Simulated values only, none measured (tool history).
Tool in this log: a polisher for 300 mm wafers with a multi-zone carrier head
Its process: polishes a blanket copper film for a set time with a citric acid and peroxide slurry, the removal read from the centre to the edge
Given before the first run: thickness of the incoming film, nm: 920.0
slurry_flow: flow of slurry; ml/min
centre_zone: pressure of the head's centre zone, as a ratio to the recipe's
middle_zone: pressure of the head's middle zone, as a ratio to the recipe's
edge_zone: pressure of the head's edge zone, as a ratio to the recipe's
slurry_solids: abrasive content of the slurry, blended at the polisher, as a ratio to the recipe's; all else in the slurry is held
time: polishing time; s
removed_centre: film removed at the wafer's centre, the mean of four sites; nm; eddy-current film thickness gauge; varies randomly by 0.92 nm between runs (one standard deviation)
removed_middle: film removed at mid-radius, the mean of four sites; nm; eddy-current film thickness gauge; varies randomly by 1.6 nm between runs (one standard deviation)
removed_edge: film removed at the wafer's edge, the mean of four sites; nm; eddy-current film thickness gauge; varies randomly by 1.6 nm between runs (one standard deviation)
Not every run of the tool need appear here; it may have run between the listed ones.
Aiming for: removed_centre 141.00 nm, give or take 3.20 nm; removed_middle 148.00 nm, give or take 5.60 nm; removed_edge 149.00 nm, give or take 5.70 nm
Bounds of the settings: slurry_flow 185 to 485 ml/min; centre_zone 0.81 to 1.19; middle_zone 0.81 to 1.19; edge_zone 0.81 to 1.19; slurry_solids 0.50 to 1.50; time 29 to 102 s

| run | hour | slurry_flow | centre_zone | middle_zone | edge_zone | slurry_solids | time | removed_centre | removed_middle | removed_edge |
|---|---|---|---|---|---|---|---|---|---|---|
| 1 | 0.0 | 310 | 1.00 | 1.00 | 1.00 | 1.00 | 65 | 120.51 | 111.89 | 113.73 |
| 2 | 3.8 | 310 | 1.00 | 1.00 | 1.00 | 0.90 | 65 | 119.81 | 109.19 | 111.99 |
| 3 | 10.4 | 310 | 1.00 | 1.08 | 1.00 | 0.90 | 65 | 119.85 | 118.69 | 110.22 |
| 4 | 19.3 | 310 | 0.95 | 1.08 | 1.00 | 0.90 | 65 | 114.39 | 116.83 | 112.40 |
| 5 | 21.4 | 260 | 0.95 | 1.08 | 1.00 | 0.90 | 65 | 110.69 | 117.58 | 107.93 |
| 6 | 24.1 | 295 | 0.96 | 1.09 | 1.04 | 1.05 | 66 | 119.07 | 121.12 | 117.11 |
| 7 | 31.5 | 300 | 0.95 | 1.11 | 1.06 | 1.15 | 68 | 121.93 | 131.88 | 122.28 |
| 8 | 33.6 | 325 | 0.95 | 1.11 | 1.09 | 1.25 | 69 | 126.43 | 132.19 | 131.73 |
| 9 | 36.6 | 335 | 0.96 | 1.12 | 1.10 | 1.30 | 70 | 130.92 | 139.72 | 134.71 |
| 10 | 40.3 | 350 | 0.97 | 1.12 | 1.12 | 1.35 | 70 | 132.51 | 140.41 | 134.32 |
| 11 | 46.3 | 350 | 0.97 | 1.11 | 1.13 | 1.40 | 71 | 135.75 | 141.80 | 141.87 |
| 12 | 50.8 | 350 | 0.97 | 1.11 | 1.14 | 1.40 | 71 | 135.79 | 139.44 | 141.45 |
|  | 53.5 | centre zone pressure recalibrated |
| 13 | 53.5 | 355 | 0.97 | 1.12 | 1.15 | 1.40 | 71 | 123.05 | 144.12 | 141.52 |
| 14 | 55.2 | 360 | 0.98 | 1.11 | 1.15 | 1.40 | 72 | 127.70 | 145.71 | 144.27 |
| 15 | 59.7 | 355 | 0.98 | 1.11 | 1.15 | 1.40 | 72 | 127.64 | 142.32 | 141.96 |

Of the 4 settings listed for the next run, only one would bring every result within its allowed miss of target. Which one?
| A | 64.2 | 345 | 1.00 | 1.19 | 1.07 | 1.45 | 75 | ? | ? | ? |
| B | 64.2 | 385 | 0.98 | 1.19 | 1.19 | 1.30 | 67 | ? | ? | ? |
| C | 64.2 | 325 | 1.02 | 1.08 | 1.09 | 1.35 | 69 | ? | ? | ? |
| D | 64.2 | 450 | 1.04 | 1.08 | 1.14 | 1.35 | 75 | ? | ? | ? |

| move | removed_centre | removed_middle | removed_edge |
|---|---|---|---|
| A | 134.52 | 158.65 | 143.53 |
| B | 116.64 | 140.28 | 133.82 |
| C | 124.27 | 132.30 | 131.64 |
| D | 140.66 | 146.53 | 148.55 |
A: nearer the targets than the last run, but a result is still out of spec
B: further off than the last run
C: further off than the last run
D: meets every target
The move that meets every target is D.
